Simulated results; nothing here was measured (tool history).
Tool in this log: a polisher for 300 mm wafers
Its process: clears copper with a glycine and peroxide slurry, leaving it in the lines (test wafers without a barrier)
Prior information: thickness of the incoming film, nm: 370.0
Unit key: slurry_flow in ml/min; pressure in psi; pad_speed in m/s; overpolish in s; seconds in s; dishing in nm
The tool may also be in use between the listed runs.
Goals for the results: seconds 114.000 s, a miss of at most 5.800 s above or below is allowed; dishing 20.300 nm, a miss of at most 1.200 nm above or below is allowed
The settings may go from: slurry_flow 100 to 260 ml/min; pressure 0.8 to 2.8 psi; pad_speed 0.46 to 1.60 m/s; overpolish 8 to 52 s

run  hour  slurry_flow  pressure  pad_speed  overpolish  seconds  dishing
  1   0.0          165       1.8       1.02          26  103.690   61.856
  2   4.3          125       1.8       1.02          26  109.080   58.700
  3  10.1          120       1.6       1.08          22  113.200   50.311
  4  10.9          120       2.0       1.08          22   96.379   56.195
  5  11.9          115       1.8       1.12          19  101.590   47.161
  6  13.5          110       1.6       1.18          17  109.870   41.499
  7  22.2          110       1.4       1.26          15  116.750   34.925
  8  29.4          115       1.3       1.34          14  112.280   32.713
  9  33.4          120       1.2       1.40          13  115.490   29.800

Below are 5 possible settings for the next run. Only one of them brings all results inside the allowed miss of their targets. Which is it?
  A  37.4          100       1.3       1.36          17        ?        ?
  B  37.4          150       0.9       1.50           8        ?        ?
  C  37.4          145       1.1       1.56           8        ?        ?
  D  37.4          105       1.0       1.60           8        ?        ?
  E  37.4          200       1.7       0.94          20        ?        ?

move  seconds  dishing
   A  116.090   38.259
   B  130.750   17.428
   C  110.670   20.389
   D  123.780   18.351
   E  110.940   46.670
A: the biggest miss grows against the last run
B: moves the result that the last run missed by most past its target, out the other side
C: every result lands within tolerance
D: moves the result that the last run missed by most past its target, out the other side
E: the biggest miss grows against the last run
The right move is C.
